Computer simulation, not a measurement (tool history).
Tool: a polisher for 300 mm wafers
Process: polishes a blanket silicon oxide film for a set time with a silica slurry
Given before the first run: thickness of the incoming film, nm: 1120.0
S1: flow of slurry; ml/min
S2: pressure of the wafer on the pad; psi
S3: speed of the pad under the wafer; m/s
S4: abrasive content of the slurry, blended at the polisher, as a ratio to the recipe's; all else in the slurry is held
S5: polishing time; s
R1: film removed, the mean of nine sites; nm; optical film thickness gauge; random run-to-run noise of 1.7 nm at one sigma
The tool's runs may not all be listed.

{"run": 1, "day": 0.0, "S1": 265, "S2": 3.8, "S3": 1.52, "S4": 1, "S5": 64, "R1": 298.81}
{"run": 2, "day": 0.375, "S1": 265, "S2": 3.8, "S3": 1.84, "S4": 1, "S5": 64, "R1": 340.16}
{"run": 3, "day": 0.429, "S1": 265, "S2": 3.8, "S3": 2, "S4": 1, "S5": 64, "R1": 366.23}
{"run": 4, "day": 0.7, "S1": 265, "S2": 4.2, "S3": 2, "S4": 1, "S5": 64, "R1": 400.67}
{"run": 5, "day": 0.838, "S1": 265, "S2": 4.2, "S3": 2, "S4": 1, "S5": 58, "R1": 355.21}
{"run": 6, "day": 0.933, "S1": 265, "S2": 3.8, "S3": 1.98, "S4": 1, "S5": 58, "R1": 329.42}

The next listed run, before its measurement:
{"run": 7, "day": 1.025, "S1": 265, "S2": 3.5, "S3": 1.98, "S4": 1, "S5": 58, "R1": "?"}

R1: 309.45 nm
